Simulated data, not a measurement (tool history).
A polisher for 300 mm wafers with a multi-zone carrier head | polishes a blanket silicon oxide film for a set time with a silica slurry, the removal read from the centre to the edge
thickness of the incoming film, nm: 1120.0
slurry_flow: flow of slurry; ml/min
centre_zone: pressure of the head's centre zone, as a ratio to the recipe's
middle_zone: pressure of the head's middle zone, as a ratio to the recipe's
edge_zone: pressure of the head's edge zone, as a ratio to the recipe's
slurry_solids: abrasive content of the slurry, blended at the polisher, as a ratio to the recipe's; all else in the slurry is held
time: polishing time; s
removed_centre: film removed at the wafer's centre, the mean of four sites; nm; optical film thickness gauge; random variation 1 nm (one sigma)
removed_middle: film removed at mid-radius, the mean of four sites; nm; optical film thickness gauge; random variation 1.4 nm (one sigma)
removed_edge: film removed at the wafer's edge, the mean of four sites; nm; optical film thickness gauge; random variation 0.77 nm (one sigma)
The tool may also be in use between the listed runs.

run,hour,slurry_flow,centre_zone,middle_zone,edge_zone,slurry_solids,time,removed_centre,removed_middle,removed_edge
1,0.0,255,1.00,1.00,1.00,1.00,39,172.330,177.42,181.56
2,4.3,255,1.00,1.00,1.00,0.90,39,165.300,168.81,176.27
3,8.1,250,0.98,1.00,0.98,0.85,36,149.610,156.08,159.85
4,11.4,290,0.98,1.00,0.98,0.85,36,149.480,151.11,160.95
5,16.4,290,0.98,1.00,0.98,0.85,30,127.500,131.52,133.91
6,24.1,290,0.96,0.99,0.97,0.80,29,114.470,124.65,124.41
7,27.0,295,0.95,0.97,0.96,0.75,29,113.470,120.14,121.76
8,35.5,300,0.93,0.95,0.96,0.70,29,107.540,111.91,119.70
9,40.2,300,0.91,0.94,0.94,0.65,29,104.330,110.18,115.11
10,42.5,300,0.91,0.94,0.94,0.65,29,103.500,106.93,114.75
11,44.8,300,0.89,0.94,0.93,0.60,29,96.782,104.45,110.74

Run 12 comes next. What will it give?
12,46.6,300,0.88,0.93,0.91,0.60,29,?,?,?

{"run 12": {"removed_centre": 96.455, "removed_middle": 106.44, "removed_edge": 110.77}}
